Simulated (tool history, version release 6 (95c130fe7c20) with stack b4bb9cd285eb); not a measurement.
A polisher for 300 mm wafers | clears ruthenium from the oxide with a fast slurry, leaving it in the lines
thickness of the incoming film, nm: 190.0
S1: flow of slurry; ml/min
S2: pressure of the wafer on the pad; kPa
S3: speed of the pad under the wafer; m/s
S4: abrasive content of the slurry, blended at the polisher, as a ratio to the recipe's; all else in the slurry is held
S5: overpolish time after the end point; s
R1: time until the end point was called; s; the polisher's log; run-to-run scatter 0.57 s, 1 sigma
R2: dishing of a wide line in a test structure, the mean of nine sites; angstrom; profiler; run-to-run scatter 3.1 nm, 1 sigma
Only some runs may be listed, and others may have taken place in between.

run  hour   S1    S2    S3  S4  S5      R1      R2
  1     0  180  22.1  1.18   1  24  37.895  838.37
  2   6.8  180  22.8  1.18   1  26  38.007   970.3
  3  12.4  180  22.8  1.36   1  26  33.943  1021.3
  4  16.9  180  23.4  1.36   1  27  33.258  1065.7
  5  22.3  200  23.4  1.36   1  27  32.228  1095.8
  6    23  200  23.4  1.66   1  27  27.949  1109.4

Predict the results of run 7:
  7  27.1  200  23.4  1.64   1  28   ?   ?

R1: 27.845 s
R2: 1220 angstrom

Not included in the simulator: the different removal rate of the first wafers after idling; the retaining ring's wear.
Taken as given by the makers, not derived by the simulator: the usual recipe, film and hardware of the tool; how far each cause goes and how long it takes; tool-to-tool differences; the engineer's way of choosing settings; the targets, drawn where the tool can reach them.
